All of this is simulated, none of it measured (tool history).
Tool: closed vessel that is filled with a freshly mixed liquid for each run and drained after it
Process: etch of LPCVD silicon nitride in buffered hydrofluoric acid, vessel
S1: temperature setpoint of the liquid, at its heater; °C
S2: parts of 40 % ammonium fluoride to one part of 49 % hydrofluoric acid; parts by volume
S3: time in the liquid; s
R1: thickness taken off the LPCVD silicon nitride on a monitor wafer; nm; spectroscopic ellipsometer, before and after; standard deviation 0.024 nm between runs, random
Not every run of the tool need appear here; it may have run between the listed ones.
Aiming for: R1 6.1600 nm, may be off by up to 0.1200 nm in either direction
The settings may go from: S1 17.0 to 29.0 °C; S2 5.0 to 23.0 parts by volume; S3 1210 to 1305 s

Run 1, hour 0.0: S1 21.0 °C, S2 14.0 parts by volume, S3 1210 s. Result: R1 10.3570 nm.
Run 2, hour 6.0: S1 20.5 °C, S2 14.5 parts by volume, S3 1210 s. Result: R1 9.7289 nm.
Run 3, hour 10.2: S1 20.5 °C, S2 14.5 parts by volume, S3 1210 s. Result: R1 9.7554 nm.
Run 4, hour 15.4: S1 20.5 °C, S2 14.5 parts by volume, S3 1305 s. Result: R1 10.4910 nm.
Run 5, hour 19.8: S1 20.0 °C, S2 15.0 parts by volume, S3 1305 s. Result: R1 9.9258 nm.
Run 6, hour 25.0: S1 20.0 °C, S2 15.0 parts by volume, S3 1305 s. Result: R1 9.8682 nm.
Run 7, hour 29.8: S1 19.5 °C, S2 15.5 parts by volume, S3 1305 s. Result: R1 9.3267 nm.
Run 8, hour 37.1: S1 19.0 °C, S2 16.0 parts by volume, S3 1305 s. Result: R1 8.7667 nm.
Run 9, hour 46.1: S1 19.0 °C, S2 16.5 parts by volume, S3 1305 s. Result: R1 8.5235 nm.
Run 10, hour 54.7: S1 19.0 °C, S2 17.0 parts by volume, S3 1305 s. Result: R1 8.2866 nm.
Run 11, hour 58.8: S1 19.0 °C, S2 17.5 parts by volume, S3 1305 s. Result: R1 8.0089 nm.

Consider the 5 candidate settings below. Which is the only one whose results all fall within their allowed miss of target?
Run A, hour 62.9: S1 18.5 °C, S2 20.0 parts by volume, S3 1220 s. Result: R1 ?.
Run B, hour 62.9: S1 17.5 °C, S2 18.5 parts by volume, S3 1260 s. Result: R1 ?.
Run C, hour 62.9: S1 20.5 °C, S2 22.5 parts by volume, S3 1220 s. Result: R1 ?.
Run D, hour 62.9: S1 17.0 °C, S2 20.0 parts by volume, S3 1275 s. Result: R1 ?.
Run E, hour 62.9: S1 17.0 °C, S2 18.5 parts by volume, S3 1255 s. Result: R1 ?.

move      R1
   A  6.3701
   B  6.7132
   C  6.5737
   D  6.1118
   E  6.4982
A: nearer than the last run, and not there yet
B: nearer than the last run, and not there yet
C: nearer than the last run, and not there yet
D: all results land within tolerance of their targets
E: nearer than the last run, and not there yet
D is the move that brings every result within its allowed miss.
